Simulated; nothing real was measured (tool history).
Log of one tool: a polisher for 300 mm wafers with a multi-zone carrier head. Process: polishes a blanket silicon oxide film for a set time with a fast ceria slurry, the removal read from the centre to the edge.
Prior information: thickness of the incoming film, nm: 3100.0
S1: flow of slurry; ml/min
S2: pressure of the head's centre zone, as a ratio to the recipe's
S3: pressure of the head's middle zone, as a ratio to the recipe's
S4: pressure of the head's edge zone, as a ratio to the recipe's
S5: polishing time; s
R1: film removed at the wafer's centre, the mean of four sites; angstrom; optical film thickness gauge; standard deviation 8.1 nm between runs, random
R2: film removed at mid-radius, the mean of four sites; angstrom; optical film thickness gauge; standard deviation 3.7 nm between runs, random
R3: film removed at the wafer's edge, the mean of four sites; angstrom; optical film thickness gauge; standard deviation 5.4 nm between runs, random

{"run": 1, "hour": 0.0, "S1": 225, "S2": 1.0, "S3": 1.0, "S4": 1.0, "S5": 50, "R1": 10884.0, "R2": 11077.0, "R3": 10904.0}
{"run": 2, "hour": 8.5, "S1": 255, "S2": 1.0, "S3": 1.0, "S4": 1.0, "S5": 50, "R1": 11341.0, "R2": 11498.0, "R3": 11068.0}
{"run": 3, "hour": 16.6, "S1": 255, "S2": 1.0, "S3": 1.0, "S4": 1.0, "S5": 40, "R1": 8729.1, "R2": 9186.3, "R3": 8766.0}
{"run": 4, "hour": 22.8, "S1": 255, "S2": 1.06, "S3": 1.0, "S4": 1.0, "S5": 40, "R1": 9342.5, "R2": 9103.0, "R3": 8853.3}
{"run": 5, "hour": 29.7, "S1": 250, "S2": 1.04, "S3": 0.98, "S4": 0.99, "S5": 39, "R1": 8803.2, "R2": 8706.3, "R3": 8611.4}
{"run": 6, "hour": 36.0, "S1": 250, "S2": 1.03, "S3": 0.97, "S4": 0.98, "S5": 38, "R1": 8631.5, "R2": 8371.5, "R3": 8302.9}
{"run": 7, "hour": 39.6, "S1": 245, "S2": 1.01, "S3": 0.96, "S4": 0.97, "S5": 37, "R1": 8164.4, "R2": 8268.4, "R3": 8159.1}
{"run": 8, "hour": 42.1, "S1": 240, "S2": 1.0, "S3": 0.95, "S4": 0.96, "S5": 36, "R1": 7738.6, "R2": 7790.0, "R3": 7734.5}
{"run": 9, "hour": 50.2, "S1": 235, "S2": 0.99, "S3": 0.94, "S4": 0.95, "S5": 35, "R1": 7517.2, "R2": 7481.4, "R3": 7449.4}

Run 10 has not been measured yet. What should we expect?
{"run": 10, "hour": 51.5, "S1": 230, "S2": 0.97, "S3": 0.93, "S4": 0.94, "S5": 35, "R1": "?", "R2": "?", "R3": "?"}

{"run 10": {"R1": 7156.3, "R2": 7432.1, "R3": 7415.8}}
